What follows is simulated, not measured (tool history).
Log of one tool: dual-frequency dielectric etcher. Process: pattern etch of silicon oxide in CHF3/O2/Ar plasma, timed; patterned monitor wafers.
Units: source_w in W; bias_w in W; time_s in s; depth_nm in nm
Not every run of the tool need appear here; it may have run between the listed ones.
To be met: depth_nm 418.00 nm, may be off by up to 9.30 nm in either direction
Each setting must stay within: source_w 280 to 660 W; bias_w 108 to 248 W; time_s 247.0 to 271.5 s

Run 1, hour 0.0: source_w 470 W, bias_w 178 W, time_s 271.5 s. Result: depth_nm 481.67 nm.
Run 2, hour 7.0: source_w 400 W, bias_w 178 W, time_s 271.5 s. Result: depth_nm 447.67 nm.
Run 3, hour 14.9: source_w 380 W, bias_w 177 W, time_s 271.5 s. Result: depth_nm 428.92 nm.
Run 4, hour 20.9: source_w 420 W, bias_w 177 W, time_s 271.5 s. Result: depth_nm 452.13 nm.
Run 5, hour 22.1: source_w 490 W, bias_w 177 W, time_s 271.5 s. Result: depth_nm 488.72 nm.
Run 6, hour 27.1: source_w 450 W, bias_w 174 W, time_s 271.0 s. Result: depth_nm 462.40 nm.
Run 7, hour 29.4: source_w 420 W, bias_w 173 W, time_s 271.0 s. Result: depth_nm 450.19 nm.
Run 8, hour 36.4: source_w 400 W, bias_w 172 W, time_s 271.0 s. Result: depth_nm 437.02 nm.
Run 9, hour 41.4: source_w 390 W, bias_w 171 W, time_s 271.0 s. Result: depth_nm 430.24 nm.

Which single option among these 4 for the next run brings every result within its allowed miss of target? Just one does.
Run A, hour 46.4: source_w 430 W, bias_w 167 W, time_s 254.5 s. Result: depth_nm ?.
Run B, hour 46.4: source_w 450 W, bias_w 176 W, time_s 251.0 s. Result: depth_nm ?.
Run C, hour 46.4: source_w 420 W, bias_w 206 W, time_s 253.5 s. Result: depth_nm ?.
Run D, hour 46.4: source_w 420 W, bias_w 179 W, time_s 271.5 s. Result: depth_nm ?.

move  depth_nm
   A    423.82
   B    435.05
   C    448.11
   D    457.37
A: all results in spec
B: its largest miss is bigger than the last run's
C: its largest miss is bigger than the last run's
D: its largest miss is bigger than the last run's
So the answer is move A, the one that meets all the targets.

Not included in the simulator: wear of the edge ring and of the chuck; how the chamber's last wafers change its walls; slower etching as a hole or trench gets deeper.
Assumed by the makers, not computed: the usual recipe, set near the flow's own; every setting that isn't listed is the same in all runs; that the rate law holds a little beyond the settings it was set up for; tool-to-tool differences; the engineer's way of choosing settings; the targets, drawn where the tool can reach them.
